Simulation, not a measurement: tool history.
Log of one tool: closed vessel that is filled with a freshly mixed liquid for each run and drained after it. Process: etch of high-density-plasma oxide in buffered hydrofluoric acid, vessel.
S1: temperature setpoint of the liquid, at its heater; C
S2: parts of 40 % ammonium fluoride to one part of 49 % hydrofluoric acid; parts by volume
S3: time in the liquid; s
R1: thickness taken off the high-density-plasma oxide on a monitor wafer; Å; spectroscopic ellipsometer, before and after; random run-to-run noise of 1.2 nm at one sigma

{"run": 1, "hour": 0.0, "S1": 24, "S2": 20.5, "S3": 105, "R1": 620.78}
{"run": 2, "hour": 7.2, "S1": 22, "S2": 20.5, "S3": 105, "R1": 555.82}
{"run": 3, "hour": 13.6, "S1": 22, "S2": 17, "S3": 105, "R1": 665.47}
{"run": 4, "hour": 19.5, "S1": 22, "S2": 14, "S3": 105, "R1": 791.15}
{"run": 5, "hour": 22.4, "S1": 23.5, "S2": 14, "S3": 105, "R1": 865.22}
{"run": 6, "hour": 27.1, "S1": 23.5, "S2": 11.5, "S3": 105, "R1": 1056}
{"run": 7, "hour": 36.1, "S1": 25.5, "S2": 11.5, "S3": 105, "R1": 1160.3}
{"run": 8, "hour": 40.3, "S1": 27.5, "S2": 11.5, "S3": 105, "R1": 1286}
{"run": 9, "hour": 44.6, "S1": 29, "S2": 11.5, "S3": 105, "R1": 1386.8}
{"run": 10, "hour": 48.2, "S1": 32, "S2": 10, "S3": 105, "R1": 1872.7}
{"run": 11, "hour": 52.0, "S1": 31.5, "S2": 10, "S3": 105, "R1": 1831.7}

Predict the results of run 12:
{"run": 12, "hour": 53.5, "S1": 31, "S2": 10, "S3": 105, "R1": "?"}

R1: 1798.2 Å

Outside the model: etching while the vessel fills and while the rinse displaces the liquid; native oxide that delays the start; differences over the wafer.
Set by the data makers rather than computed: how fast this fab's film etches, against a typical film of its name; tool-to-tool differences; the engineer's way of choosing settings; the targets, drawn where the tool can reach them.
